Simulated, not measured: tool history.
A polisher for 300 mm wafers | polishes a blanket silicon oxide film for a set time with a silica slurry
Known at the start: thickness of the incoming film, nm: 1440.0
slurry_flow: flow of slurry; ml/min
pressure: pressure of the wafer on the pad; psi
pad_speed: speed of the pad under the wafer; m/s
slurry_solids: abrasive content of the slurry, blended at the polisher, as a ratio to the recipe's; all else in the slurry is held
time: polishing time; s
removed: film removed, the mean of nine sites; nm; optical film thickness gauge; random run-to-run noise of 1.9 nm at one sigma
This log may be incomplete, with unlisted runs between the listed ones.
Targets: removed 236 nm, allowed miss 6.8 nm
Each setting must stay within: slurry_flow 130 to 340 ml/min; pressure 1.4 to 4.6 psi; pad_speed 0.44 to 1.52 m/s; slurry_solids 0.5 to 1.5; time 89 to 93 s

Run 1, day 0: slurry_flow 220 ml/min, pressure 3 psi, pad_speed 0.98 m/s, slurry_solids 1, time 89 s. Result: removed 176.34 nm.
Run 2, day 0.212: slurry_flow 220 ml/min, pressure 3.1 psi, pad_speed 0.98 m/s, slurry_solids 1, time 89 s. Result: removed 180.62 nm.
Run 3, day 0.279: slurry_flow 220 ml/min, pressure 3.1 psi, pad_speed 0.98 m/s, slurry_solids 1, time 93 s. Result: removed 187.99 nm.
Run 4, day 0.408: slurry_flow 220 ml/min, pressure 3.2 psi, pad_speed 0.98 m/s, slurry_solids 1, time 93 s. Result: removed 192.43 nm.
Run 5, day 0.712: slurry_flow 220 ml/min, pressure 3.3 psi, pad_speed 0.98 m/s, slurry_solids 1, time 93 s. Result: removed 198.31 nm.
Run 6, day 0.775: slurry_flow 220 ml/min, pressure 3.4 psi, pad_speed 0.98 m/s, slurry_solids 1, time 93 s. Result: removed 206.71 nm.
Run 7, day 1.129: slurry_flow 220 ml/min, pressure 3.5 psi, pad_speed 0.98 m/s, slurry_solids 1, time 93 s. Result: removed 206.04 nm.
Run 8, day 1.454: slurry_flow 220 ml/min, pressure 3.6 psi, pad_speed 0.98 m/s, slurry_solids 1, time 93 s. Result: removed 210.96 nm.

Which of these 5 next moves meets every target?
Run A, day 1.779: slurry_flow 320 ml/min, pressure 3.9 psi, pad_speed 0.84 m/s, slurry_solids 1.2, time 90 s. Result: removed ?.
Run B, day 1.779: slurry_flow 160 ml/min, pressure 3.7 psi, pad_speed 1.08 m/s, slurry_solids 0.95, time 93 s. Result: removed ?.
Run C, day 1.779: slurry_flow 225 ml/min, pressure 3.5 psi, pad_speed 1.02 m/s, slurry_solids 1, time 92 s. Result: removed ?.
Run D, day 1.779: slurry_flow 230 ml/min, pressure 3.4 psi, pad_speed 0.96 m/s, slurry_solids 1.25, time 91 s. Result: removed ?.
Run E, day 1.779: slurry_flow 230 ml/min, pressure 3.5 psi, pad_speed 1.1 m/s, slurry_solids 1.05, time 93 s. Result: removed ?.

move  removed
   A   214.62
   B   216.05
   C   209.74
   D   212.89
   E   230.76
A: closer than the last run, but not yet in spec
B: closer than the last run, but not yet in spec
C: no better and no worse than the last run
D: closer than the last run, but not yet in spec
E: hits every target within its allowed miss
Correct choice: E, which meets every target

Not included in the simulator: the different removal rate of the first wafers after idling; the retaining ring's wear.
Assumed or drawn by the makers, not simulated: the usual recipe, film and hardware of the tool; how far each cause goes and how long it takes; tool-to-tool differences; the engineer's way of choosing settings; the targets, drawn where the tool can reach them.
